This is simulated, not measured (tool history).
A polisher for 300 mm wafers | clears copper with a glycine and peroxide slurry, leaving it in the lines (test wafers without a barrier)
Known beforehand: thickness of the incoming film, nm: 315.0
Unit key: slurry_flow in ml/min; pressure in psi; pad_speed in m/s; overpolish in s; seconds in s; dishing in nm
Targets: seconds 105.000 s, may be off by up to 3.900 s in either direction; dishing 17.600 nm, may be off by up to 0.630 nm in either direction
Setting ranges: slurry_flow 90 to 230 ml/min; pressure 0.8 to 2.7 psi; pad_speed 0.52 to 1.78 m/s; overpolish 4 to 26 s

| run | day | slurry_flow | pressure | pad_speed | overpolish | seconds | dishing |
|---|---|---|---|---|---|---|---|
| 1 | 0.000 | 150 | 1.7 | 1.14 | 13 | 70.927 | 37.932 |
| 2 | 0.229 | 160 | 1.5 | 1.10 | 11 | 80.369 | 29.927 |
| 3 | 0.342 | 165 | 1.4 | 1.10 | 10 | 82.385 | 26.596 |
| 4 | 0.446 | 165 | 1.3 | 1.10 | 9 | 85.096 | 23.628 |
| 5 | 0.771 | 165 | 1.3 | 1.26 | 9 | 78.346 | 25.316 |
| 6 | 1.112 | 165 | 1.2 | 1.24 | 9 | 80.852 | 24.413 |
| 7 | 1.421 | 165 | 1.1 | 1.20 | 9 | 86.053 | 22.958 |
| 8 | 1.504 | 165 | 1.0 | 1.16 | 9 | 94.621 | 21.324 |
| 9 | 1.654 | 160 | 0.9 | 1.16 | 8 | 99.844 | 17.883 |
| 10 | 1.967 | 160 | 0.9 | 1.16 | 8 | 99.366 | 18.095 |
| 11 | 2.112 | 160 | 0.9 | 1.16 | 8 | 99.242 | 17.732 |
| 12 | 2.229 | 140 | 0.8 | 1.16 | 9 | 109.240 | 18.358 |
| 13 | 2.375 | 145 | 0.8 | 1.16 | 9 | 107.060 | 18.545 |
| 14 | 2.629 | 150 | 0.8 | 1.16 | 9 | 107.610 | 18.832 |
| 15 | 2.833 | 155 | 0.8 | 1.16 | 9 | 106.950 | 18.634 |
| 16 | 3.004 | 165 | 0.9 | 1.14 | 8 | 99.835 | 17.678 |

Which of these 4 next moves meets every target?
| A | 3.175 | 150 | 0.8 | 1.02 | 8 | ? | ? |
| B | 3.175 | 165 | 0.8 | 1.00 | 10 | ? | ? |
| C | 3.175 | 155 | 1.0 | 1.02 | 8 | ? | ? |
| D | 3.175 | 95 | 1.4 | 0.82 | 8 | ? | ? |

| move | seconds | dishing |
|---|---|---|
| A | 117.470 | 15.603 |
| B | 116.890 | 19.179 |
| C | 105.150 | 17.335 |
| D | 114.990 | 16.143 |
A: takes the result that was furthest off past its target
B: takes the result that was furthest off past its target
C: hits every target within its allowed miss
D: takes the result that was furthest off past its target
The move that meets every target is C.
